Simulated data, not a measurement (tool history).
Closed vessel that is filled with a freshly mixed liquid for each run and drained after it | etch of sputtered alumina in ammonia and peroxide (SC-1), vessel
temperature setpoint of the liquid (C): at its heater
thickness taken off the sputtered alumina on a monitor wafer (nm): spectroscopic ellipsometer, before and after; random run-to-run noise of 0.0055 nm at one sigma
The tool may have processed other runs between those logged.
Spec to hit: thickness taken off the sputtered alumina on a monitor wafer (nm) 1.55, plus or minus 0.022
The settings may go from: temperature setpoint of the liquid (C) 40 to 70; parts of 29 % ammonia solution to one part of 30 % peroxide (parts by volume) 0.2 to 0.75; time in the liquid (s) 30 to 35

run  hour  temperature setpoint of the liquid (C)  parts of 29 % ammonia solution to one part of 30 % peroxide (parts by volume)  time in the liquid (s)  thickness taken off the sputtered alumina on a monitor wafer (nm)
  1     0                                      56                                                                           0.45                      35                                                             2.7362
  2   1.6                                      56                                                                           0.35                      35                                                             2.6951
  3   9.2                                      54                                                                           0.35                      35                                                             2.4136
  4  16.9                                    52.5                                                                           0.35                      35                                                             2.2205
  5  20.7                                    51.5                                                                           0.35                      35                                                             2.1266
  6  25.6                                    51.5                                                                           0.35                      35                                                             2.1199
  7  29.5                                    44.5                                                                           0.35                      35                                                             1.4367
  8  35.1                                      45                                                                           0.35                      35                                                             1.4821
  9  38.8                                    45.5                                                                           0.35                      35                                                             1.5131

Next run, 4 choices. One meets every target within its allowed miss, the rest don't. Which?
  A  42.5                                      46                                                                           0.35                      35                                                                  ?
  B  42.5                                    46.5                                                                           0.35                      35                                                                  ?
  C  42.5                                      45                                                                           0.45                      35                                                                  ?
  D  42.5                                      47                                                                           0.25                      35                                                                  ?

move  thickness taken off the sputtered alumina on a monitor wafer (nm)
   A                                                             1.5609
   B                                                             1.6056
   C                                                             1.5105
   D                                                             1.5992
A: in spec on every target
B: pushes the last run's worst result past its target
C: the biggest miss grows against the last run
D: pushes the last run's worst result past its target
A meets every target.

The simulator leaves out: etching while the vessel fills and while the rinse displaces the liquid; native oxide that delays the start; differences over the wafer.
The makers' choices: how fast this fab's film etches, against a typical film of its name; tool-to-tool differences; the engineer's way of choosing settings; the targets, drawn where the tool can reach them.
